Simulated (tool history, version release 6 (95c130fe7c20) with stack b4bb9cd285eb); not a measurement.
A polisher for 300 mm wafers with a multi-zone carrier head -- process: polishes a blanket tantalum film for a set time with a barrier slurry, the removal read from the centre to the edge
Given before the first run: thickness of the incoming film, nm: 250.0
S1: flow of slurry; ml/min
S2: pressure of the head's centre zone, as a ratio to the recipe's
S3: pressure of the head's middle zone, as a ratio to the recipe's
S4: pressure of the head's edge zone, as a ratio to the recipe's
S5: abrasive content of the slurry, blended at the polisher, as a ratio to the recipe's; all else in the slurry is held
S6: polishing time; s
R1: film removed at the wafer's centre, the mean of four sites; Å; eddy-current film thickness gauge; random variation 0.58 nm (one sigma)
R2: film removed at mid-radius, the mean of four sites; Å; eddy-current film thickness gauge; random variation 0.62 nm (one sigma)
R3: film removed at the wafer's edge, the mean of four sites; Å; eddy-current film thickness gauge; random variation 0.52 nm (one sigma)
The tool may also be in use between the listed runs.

{"run": 1, "hour": 0.0, "S1": 285, "S2": 1, "S3": 1, "S4": 1, "S5": 1, "S6": 36, "R1": 505.94, "R2": 524.27, "R3": 531.11}
{"run": 2, "hour": 2.7, "S1": 285, "S2": 1, "S3": 1, "S4": 0.97, "S5": 1, "S6": 36, "R1": 509.47, "R2": 518.48, "R3": 532.2}
{"run": 3, "hour": 5.9, "S1": 285, "S2": 1.08, "S3": 1, "S4": 0.97, "S5": 1, "S6": 36, "R1": 547.28, "R2": 518.95, "R3": 524.2}
{"run": 4, "hour": 9.4, "S1": 280, "S2": 1.05, "S3": 0.98, "S4": 0.98, "S5": 1, "S6": 36, "R1": 533.96, "R2": 499.72, "R3": 527.72}
{"hour": 17.4, "done": "slurry nozzle cleaned"}
{"run": 5, "hour": 17.4, "S1": 280, "S2": 1.05, "S3": 1.03, "S4": 0.98, "S5": 1, "S6": 36, "R1": 581.18, "R2": 566.14, "R3": 561.41}
{"run": 6, "hour": 22.1, "S1": 275, "S2": 1.03, "S3": 1.01, "S4": 1.01, "S5": 1, "S6": 36, "R1": 572.39, "R2": 548.94, "R3": 563.95}
{"run": 7, "hour": 26.7, "S1": 280, "S2": 1.01, "S3": 0.99, "S4": 1.02, "S5": 1, "S6": 36, "R1": 554.19, "R2": 546.65, "R3": 560.13}
{"run": 8, "hour": 32.7, "S1": 275, "S2": 0.99, "S3": 0.97, "S4": 1.03, "S5": 1, "S6": 36, "R1": 535.91, "R2": 543.75, "R3": 575.98}
{"run": 9, "hour": 41.3, "S1": 280, "S2": 0.98, "S3": 0.95, "S4": 1.03, "S5": 1, "S6": 36, "R1": 533.1, "R2": 534.96, "R3": 575.38}
{"run": 10, "hour": 49.3, "S1": 280, "S2": 0.97, "S3": 0.94, "S4": 1.02, "S5": 1, "S6": 36, "R1": 549.72, "R2": 532.44, "R3": 564.51}
{"run": 11, "hour": 51.0, "S1": 265, "S2": 0.94, "S3": 0.93, "S4": 1.04, "S5": 0.9, "S6": 36, "R1": 499.56, "R2": 503.74, "R3": 547.53}

Expected results for the next run?
{"run": 12, "hour": 53.3, "S1": 265, "S2": 0.94, "S3": 0.93, "S4": 1.04, "S5": 0.9, "S6": 36, "R1": "?", "R2": "?", "R3": "?"}

R1: 501.96 Å
R2: 497.07 Å
R3: 557.88 Å
